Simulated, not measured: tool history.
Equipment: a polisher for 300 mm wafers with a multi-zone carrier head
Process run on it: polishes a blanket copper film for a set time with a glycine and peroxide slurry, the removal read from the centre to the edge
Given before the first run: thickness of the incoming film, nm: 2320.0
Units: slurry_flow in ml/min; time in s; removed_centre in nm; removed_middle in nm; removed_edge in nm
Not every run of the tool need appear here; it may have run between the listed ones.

run    day  slurry_flow  centre_zone  middle_zone  edge_zone  time  removed_centre  removed_middle  removed_edge
  1      0          155            1            1          1    53          291.47          265.86        264.96
  2  0.262          155            1         0.93          1    53          286.04          249.45        266.63
  3  0.417          150         0.98         0.93       0.98    52          280.23          242.38        263.28
  4  0.571          150         0.97         0.95       0.98    50          260.11          237.97        251.73
  5  0.738          150         0.97         1.02       0.98    50          260.73          252.45        244.09
  6  0.767          150         1.05         1.02       0.98    50          284.92          250.47        251.53
  7  0.871          150         1.03         1.02       0.97    49          275.92          247.55        244.41
  8  1.188          150         1.01         1.02       0.96    48          263.02          240.02        237.78
     1.325  -- centre zone pressure recalibrated
  9  1.325          120         0.91         1.02       0.86    41          173.94          196.66        188.09

What does the tool deliver on the next run?
 10  1.533          125         0.91         1.02       0.86    41               ?               ?             ?

For run 10 the tool returned removed_centre 175.55 nm, removed_middle 199.41 nm, removed_edge 188.74 nm.

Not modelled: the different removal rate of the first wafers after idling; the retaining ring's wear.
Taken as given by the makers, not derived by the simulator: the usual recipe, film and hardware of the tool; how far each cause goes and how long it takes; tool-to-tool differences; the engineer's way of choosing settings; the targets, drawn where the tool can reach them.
